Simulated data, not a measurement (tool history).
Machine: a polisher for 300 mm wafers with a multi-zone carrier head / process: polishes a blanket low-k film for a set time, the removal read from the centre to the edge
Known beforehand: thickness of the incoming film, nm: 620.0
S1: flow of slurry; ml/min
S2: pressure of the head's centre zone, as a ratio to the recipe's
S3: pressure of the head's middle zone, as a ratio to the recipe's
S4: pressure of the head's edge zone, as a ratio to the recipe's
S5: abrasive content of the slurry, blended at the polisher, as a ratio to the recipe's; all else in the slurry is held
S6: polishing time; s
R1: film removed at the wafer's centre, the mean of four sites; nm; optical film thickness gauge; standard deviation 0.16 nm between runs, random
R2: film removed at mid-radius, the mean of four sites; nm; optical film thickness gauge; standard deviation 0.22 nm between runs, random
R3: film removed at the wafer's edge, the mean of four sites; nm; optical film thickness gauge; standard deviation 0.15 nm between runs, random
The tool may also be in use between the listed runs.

run 1 day=0.000 | S1=180 S2=1.00 S3=1.00 S4=1.00 S5=1.00 S6=67 | R1=21.351 R2=21.385 R3=22.001
run 2 day=0.146 | S1=180 S2=1.00 S3=0.95 S4=1.00 S5=1.00 S6=67 | R1=21.005 R2=21.206 R3=22.191
run 3 day=0.442 | S1=180 S2=1.00 S3=0.95 S4=1.00 S5=1.00 S6=53 | R1=16.872 R2=16.109 R3=17.474
run 4 day=0.758 | S1=180 S2=1.00 S3=0.91 S4=1.03 S5=1.00 S6=53 | R1=16.784 R2=15.937 R3=17.823
run 5 day=0.804 | S1=180 S2=1.00 S3=0.91 S4=1.03 S5=0.90 S6=53 | R1=15.436 R2=14.615 R3=16.281
run 6 day=1.179 | S1=180 S2=1.00 S3=0.91 S4=1.03 S5=0.90 S6=46 | R1=13.488 R2=12.499 R3=14.089
run 7 day=1.438 | S1=190 S2=1.01 S3=0.89 S4=1.07 S5=0.95 S6=46 | R1=14.344 R2=13.168 R3=15.525
-- day=1.542 slurry nozzle cleaned
run 8 day=1.542 | S1=205 S2=1.03 S3=0.90 S4=1.10 S5=0.95 S6=46 | R1=15.964 R2=14.478 R3=16.028
run 9 day=1.721 | S1=205 S2=1.02 S3=0.87 S4=1.13 S5=1.00 S6=46 | R1=16.307 R2=14.697 R3=17.054
run 10 day=1.875 | S1=205 S2=1.01 S3=0.85 S4=1.15 S5=1.00 S6=46 | R1=16.144 R2=14.151 R3=17.317

Run 11, settings as shown, results not yet in. Your forecast:
run 11 day=1.996 | S1=210 S2=1.00 S3=0.85 S4=1.16 S5=1.00 S6=46 | R1=? R2=? R3=?

R1: 15.975 nm
R2: 13.970 nm
R3: 17.166 nm
